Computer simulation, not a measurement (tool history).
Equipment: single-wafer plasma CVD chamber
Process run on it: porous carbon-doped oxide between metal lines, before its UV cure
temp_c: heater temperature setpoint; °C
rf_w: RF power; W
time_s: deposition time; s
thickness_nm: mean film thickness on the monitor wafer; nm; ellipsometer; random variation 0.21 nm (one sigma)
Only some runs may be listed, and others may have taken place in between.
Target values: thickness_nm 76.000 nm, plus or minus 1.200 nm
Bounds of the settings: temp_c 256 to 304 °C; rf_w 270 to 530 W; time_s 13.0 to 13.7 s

run    day  temp_c  rf_w  time_s  thickness_nm
  1  0.000     280   400    13.7        70.633
  2  0.338     280   400    13.7        70.675
  3  0.496     284   400    13.7        69.176
  4  0.725     289   400    13.7        66.732
  5  0.929     287   400    13.7        67.707
  6  1.042     287   400    13.0        64.298
  7  1.262     284   400    13.0        65.845
  8  1.508     282   400    13.0        66.019

Below are 5 possible settings for the next run. Only one of them brings all results inside the allowed miss of their targets. Which is it?
  A  1.754     272   325    13.0             ?
  B  1.754     279   445    13.7             ?
  C  1.754     272   415    13.5             ?
  D  1.754     283   460    13.6             ?
  E  1.754     283   410    13.1             ?

move  thickness_nm
   A        56.903
   B        78.636
   C        75.723
   D        78.347
   E        68.026
A: the biggest miss grows against the last run
B: pushes the last run's worst result past its target
C: each result inside its tolerance
D: pushes the last run's worst result past its target
E: an improvement on the last run, though not all results are within tolerance
Correct choice: C, which meets every target
